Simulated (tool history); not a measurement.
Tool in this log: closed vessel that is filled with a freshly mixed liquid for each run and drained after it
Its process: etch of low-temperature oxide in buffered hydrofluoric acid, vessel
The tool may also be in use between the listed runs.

run,day,temperature setpoint of the liquid (K),parts of 40 % ammonium fluoride to one part of 49 % hydrofluoric acid (parts by volume),time in the liquid (s),thickness taken off the low-temperature oxide on a monitor wafer (nm)
1,0,296.15,10,90,258.21
2,0.367,295.65,10,90,251.61
3,0.517,298.15,10,90,287.04
4,0.821,298.15,11,90,256.38
5,1.033,298.15,11,90,261.05
6,1.342,298.15,11,90,258.11
7,1.621,294.15,11,90,208.83

The next listed run, before its measurement:
8,1.867,293.65,11,90,?

Run 8 measured thickness taken off the low-temperature oxide on a monitor wafer (nm) 203.28.
